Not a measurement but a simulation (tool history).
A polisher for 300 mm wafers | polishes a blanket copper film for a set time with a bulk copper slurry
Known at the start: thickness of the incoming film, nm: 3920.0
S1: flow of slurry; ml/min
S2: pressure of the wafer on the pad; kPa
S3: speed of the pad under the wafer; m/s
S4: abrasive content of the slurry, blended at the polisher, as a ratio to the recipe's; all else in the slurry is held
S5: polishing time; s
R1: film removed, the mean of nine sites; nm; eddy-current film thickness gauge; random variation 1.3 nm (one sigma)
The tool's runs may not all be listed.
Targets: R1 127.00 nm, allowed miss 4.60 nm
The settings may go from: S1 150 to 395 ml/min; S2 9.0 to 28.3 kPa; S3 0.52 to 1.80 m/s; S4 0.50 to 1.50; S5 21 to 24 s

| run | day | S1 | S2 | S3 | S4 | S5 | R1 |
|---|---|---|---|---|---|---|---|
| 1 | 0.000 | 250 | 18.6 | 1.16 | 1.00 | 24 | 218.27 |
| 2 | 0.200 | 250 | 15.2 | 1.16 | 1.00 | 24 | 188.47 |
| 3 | 0.383 | 250 | 14.5 | 1.14 | 1.00 | 24 | 181.40 |
| 4 | 0.412 | 250 | 11.0 | 1.14 | 1.00 | 24 | 152.41 |
| 5 | 0.592 | 250 | 13.8 | 1.14 | 1.00 | 24 | 174.23 |
| 6 | 0.817 | 250 | 13.1 | 1.12 | 1.00 | 24 | 168.41 |
| 7 | 1.154 | 250 | 12.4 | 1.10 | 1.00 | 24 | 159.74 |
| 8 | 1.408 | 250 | 12.4 | 1.10 | 1.00 | 24 | 160.40 |

Which of these 4 next moves meets every target?
| A | 1.662 | 255 | 13.8 | 1.08 | 1.05 | 24 | ? |
| B | 1.662 | 215 | 14.5 | 0.88 | 0.95 | 21 | ? |
| C | 1.662 | 310 | 18.6 | 1.04 | 0.80 | 24 | ? |
| D | 1.662 | 245 | 11.7 | 1.02 | 0.80 | 21 | ? |

| move | R1 |
|---|---|
| A | 173.00 |
| B | 127.12 |
| C | 191.29 |
| D | 118.65 |
A: further off than the last run
B: meets every target
C: further off than the last run
D: takes the result that was furthest off past its target
Answer: B
